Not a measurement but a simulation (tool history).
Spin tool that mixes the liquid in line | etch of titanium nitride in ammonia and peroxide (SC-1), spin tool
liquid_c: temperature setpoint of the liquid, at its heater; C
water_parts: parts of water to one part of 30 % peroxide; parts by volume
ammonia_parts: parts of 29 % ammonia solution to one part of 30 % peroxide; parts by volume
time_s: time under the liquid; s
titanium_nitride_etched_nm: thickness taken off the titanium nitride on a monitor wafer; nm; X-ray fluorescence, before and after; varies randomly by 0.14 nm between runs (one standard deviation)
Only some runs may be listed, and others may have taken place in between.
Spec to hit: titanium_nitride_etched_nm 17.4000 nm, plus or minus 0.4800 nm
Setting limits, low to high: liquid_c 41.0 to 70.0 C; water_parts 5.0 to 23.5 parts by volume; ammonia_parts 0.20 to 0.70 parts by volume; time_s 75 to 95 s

run 1 hour=0.0 | liquid_c=57.0 water_parts=13.0 ammonia_parts=0.40 time_s=95 | titanium_nitride_etched_nm=6.8503
run 2 hour=1.3 | liquid_c=57.0 water_parts=13.0 ammonia_parts=0.25 time_s=95 | titanium_nitride_etched_nm=6.3287
run 3 hour=5.9 | liquid_c=59.0 water_parts=12.5 ammonia_parts=0.25 time_s=95 | titanium_nitride_etched_nm=7.2865
run 4 hour=9.7 | liquid_c=55.0 water_parts=12.5 ammonia_parts=0.25 time_s=95 | titanium_nitride_etched_nm=5.6390
run 5 hour=13.6 | liquid_c=57.0 water_parts=12.0 ammonia_parts=0.25 time_s=95 | titanium_nitride_etched_nm=6.4919
run 6 hour=19.6 | liquid_c=63.5 water_parts=12.0 ammonia_parts=0.25 time_s=95 | titanium_nitride_etched_nm=10.0590
run 7 hour=20.4 | liquid_c=64.5 water_parts=11.5 ammonia_parts=0.25 time_s=95 | titanium_nitride_etched_nm=11.0440
run 8 hour=27.3 | liquid_c=65.5 water_parts=11.0 ammonia_parts=0.25 time_s=95 | titanium_nitride_etched_nm=12.0120
run 9 hour=33.5 | liquid_c=65.5 water_parts=11.0 ammonia_parts=0.25 time_s=95 | titanium_nitride_etched_nm=11.9830
run 10 hour=34.0 | liquid_c=66.0 water_parts=10.5 ammonia_parts=0.25 time_s=95 | titanium_nitride_etched_nm=12.6670
run 11 hour=37.5 | liquid_c=66.5 water_parts=10.5 ammonia_parts=0.25 time_s=95 | titanium_nitride_etched_nm=13.0910
run 12 hour=43.5 | liquid_c=67.0 water_parts=10.5 ammonia_parts=0.25 time_s=95 | titanium_nitride_etched_nm=13.7610
run 13 hour=46.2 | liquid_c=67.5 water_parts=10.5 ammonia_parts=0.25 time_s=95 | titanium_nitride_etched_nm=14.2710

Which one of the following 5 next-run settings gets every result inside its allowed miss? There is exactly one.
run A hour=48.9 | liquid_c=64.5 water_parts=10.0 ammonia_parts=0.35 time_s=75 | titanium_nitride_etched_nm=?
run B hour=48.9 | liquid_c=66.0 water_parts=10.5 ammonia_parts=0.40 time_s=75 | titanium_nitride_etched_nm=?
run C hour=48.9 | liquid_c=69.0 water_parts=8.5 ammonia_parts=0.25 time_s=95 | titanium_nitride_etched_nm=?
run D hour=48.9 | liquid_c=68.5 water_parts=10.0 ammonia_parts=0.20 time_s=80 | titanium_nitride_etched_nm=?
run E hour=48.9 | liquid_c=69.5 water_parts=9.5 ammonia_parts=0.30 time_s=90 | titanium_nitride_etched_nm=?

move=A titanium_nitride_etched_nm=9.8671
move=B titanium_nitride_etched_nm=10.8360
move=C titanium_nitride_etched_nm=16.9940
move=D titanium_nitride_etched_nm=12.2080
move=E titanium_nitride_etched_nm=16.1990
A: the biggest miss grows against the last run
B: the biggest miss grows against the last run
C: hits every target within its allowed miss
D: the biggest miss grows against the last run
E: nearer than the last run, and not there yet
So the answer is move C, the one that meets all the targets.
